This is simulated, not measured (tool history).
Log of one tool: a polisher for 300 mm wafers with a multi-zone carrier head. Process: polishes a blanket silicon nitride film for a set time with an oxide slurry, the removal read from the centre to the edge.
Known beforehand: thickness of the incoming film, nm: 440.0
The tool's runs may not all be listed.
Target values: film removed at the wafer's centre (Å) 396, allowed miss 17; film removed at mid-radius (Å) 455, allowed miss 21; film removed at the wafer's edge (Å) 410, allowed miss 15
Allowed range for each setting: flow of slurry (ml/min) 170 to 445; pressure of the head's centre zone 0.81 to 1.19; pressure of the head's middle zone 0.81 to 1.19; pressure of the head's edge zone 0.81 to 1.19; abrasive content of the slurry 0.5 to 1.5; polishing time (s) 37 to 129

run    day  flow of slurry (ml/min)  pressure of the head's centre zone  pressure of the head's middle zone  pressure of the head's edge zone  abrasive content of the slurry  polishing time (s)  film removed at the wafer's centre (Å)  film removed at mid-radius (Å)  film removed at the wafer's edge (Å)
  1      0                      285                                   1                                   1                                 1                               1                  83                                  640.08                          648.17                                627.94
  2  0.338                      285                                   1                                1.07                                 1                               1                  83                                  633.76                          675.85                                634.96
  3  0.517                      285                                   1                                1.07                                 1                               1                  68                                  529.15                          548.05                                525.59
  4  0.621                      285                                   1                                1.07                                 1                            0.85                  68                                   484.6                          520.27                                477.96
  5  0.725                      315                                   1                                1.07                                 1                            0.85                  68                                  489.27                          518.23                                 476.7
  6   0.75                      315                                   1                                1.01                                 1                            0.85                  68                                  482.47                          491.75                                483.59
  7  0.958                      315                                0.99                                1.01                              0.98                             0.8                  68                                  454.69                          487.72                                465.81
  8  1.292                      315                                0.99                                1.01                              0.97                            0.75                  68                                  452.56                          457.59                                443.25
  9  1.483                      315                                0.97                                1.02                              0.96                            0.75                  68                                  443.97                          470.02                                443.72
 10  1.767                      315                                0.96                                1.02                              0.95                            0.75                  68                                  431.59                          467.33                                447.47
 11  1.888                      305                                0.95                                1.07                              0.85                             0.6                  68                                  375.41                          430.57                                366.16
 12    2.1                      305                                0.95                                1.07                              0.87                             0.6                  68                                  380.09                          431.99                                368.69
 13  2.279                      305                                0.95                                1.07                              0.89                             0.6                  68                                  385.12                          424.81                                378.46

Exactly one of the 4 candidate moves below puts every result within its allowed miss. Which one?
  A  2.458                      335                                0.86                                0.93                              1.03                            0.65                  69                                       ?                               ?                                     ?
  B  2.458                      265                                0.99                                1.02                              0.94                            0.65                  65                                       ?                               ?                                     ?
  C  2.458                      275                                0.95                                1.09                              0.96                            0.55                  76                                       ?                               ?                                     ?
  D  2.458                      335                                 1.1                                1.07                              0.86                             0.5                  72                                       ?                               ?                                     ?

move  film removed at the wafer's centre (Å)  film removed at mid-radius (Å)  film removed at the wafer's edge (Å)
   A                                  367.27                           410.8                                428.57
   B                                  389.69                          409.15                                380.71
   C                                  395.71                          457.95                                405.67
   D                                  415.93                          407.79                                348.83
A: takes the biggest miss from the last run beyond its target
B: about as far from the targets as the last run
C: all results land within tolerance of their targets
D: moves away from the targets compared with the last run
C is the move that brings every result within its allowed miss.

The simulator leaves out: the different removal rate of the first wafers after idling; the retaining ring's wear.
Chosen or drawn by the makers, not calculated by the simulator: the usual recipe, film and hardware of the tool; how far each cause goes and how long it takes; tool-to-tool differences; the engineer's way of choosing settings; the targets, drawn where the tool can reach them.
